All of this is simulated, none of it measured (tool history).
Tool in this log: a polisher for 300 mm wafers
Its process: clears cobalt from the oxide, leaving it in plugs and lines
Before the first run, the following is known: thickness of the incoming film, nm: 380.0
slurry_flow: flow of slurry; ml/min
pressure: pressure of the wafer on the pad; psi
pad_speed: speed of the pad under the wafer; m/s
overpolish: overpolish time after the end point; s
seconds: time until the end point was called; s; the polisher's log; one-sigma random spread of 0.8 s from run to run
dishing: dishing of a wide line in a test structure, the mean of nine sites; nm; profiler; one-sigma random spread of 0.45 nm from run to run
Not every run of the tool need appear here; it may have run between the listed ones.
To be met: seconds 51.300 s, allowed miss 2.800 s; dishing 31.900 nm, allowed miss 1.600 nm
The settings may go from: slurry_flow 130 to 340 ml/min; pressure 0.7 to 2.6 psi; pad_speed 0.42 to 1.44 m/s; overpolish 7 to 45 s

run,day,slurry_flow,pressure,pad_speed,overpolish,seconds,dishing
1,0.000,220,1.6,0.92,23,107.330,29.811
2,0.046,220,1.6,0.80,23,118.720,28.882
3,0.183,220,1.6,0.92,23,107.390,29.058
4,0.229,260,1.6,0.92,23,104.590,30.137
5,0.354,290,1.6,0.92,23,102.290,29.813
6,0.592,290,1.7,0.94,22,97.312,29.137
7,0.754,295,2.2,1.16,24,59.601,31.538
8,0.908,295,2.3,1.18,24,57.336,31.570
9,1.204,295,2.4,1.18,24,54.297,32.125

Next run, 4 choices. One meets every target within its allowed miss, the rest don't. Which?
A,1.500,275,2.4,1.10,23,?,?
B,1.500,280,2.6,1.02,16,?,?
C,1.500,255,2.6,1.16,28,?,?
D,1.500,340,2.2,1.16,30,?,?

move,seconds,dishing
A,60.021,32.445
B,59.622,31.377
C,53.087,32.708
D,60.921,32.732
A: further off than the last run
B: further off than the last run
C: hits every target within its allowed miss
D: further off than the last run
Move C is the one to make.
